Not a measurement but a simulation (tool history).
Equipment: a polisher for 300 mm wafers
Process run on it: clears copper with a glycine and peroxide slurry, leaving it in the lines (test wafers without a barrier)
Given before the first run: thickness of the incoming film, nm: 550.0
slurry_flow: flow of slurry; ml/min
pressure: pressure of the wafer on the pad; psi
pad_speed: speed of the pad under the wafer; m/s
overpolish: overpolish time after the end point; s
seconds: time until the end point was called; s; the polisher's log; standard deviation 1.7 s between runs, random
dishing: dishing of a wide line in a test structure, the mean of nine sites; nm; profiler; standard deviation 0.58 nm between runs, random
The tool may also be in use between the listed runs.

run  hour  slurry_flow  pressure  pad_speed  overpolish  seconds  dishing
  1     0          140       1.9       0.86          25   153.21   35.182
  2   5.1          140       2.3       0.86          25   133.87   35.739
  3   8.2          120       2.3       0.86          25   140.73    35.79
  4   9.5          125       2.4       0.86          26   135.53   36.746
  5    12          130       2.5       0.86          27   131.61    37.82
  6  15.3          130       2.5       0.86          35   132.83   39.681
  7  20.8          135       2.6       0.86          35   127.39   39.323

Estimate the outcome of run 8 from the log above:
  8  25.3          135       2.7       0.86          35        ?        ?

seconds: 126.98 s
dishing: 39.39 nm
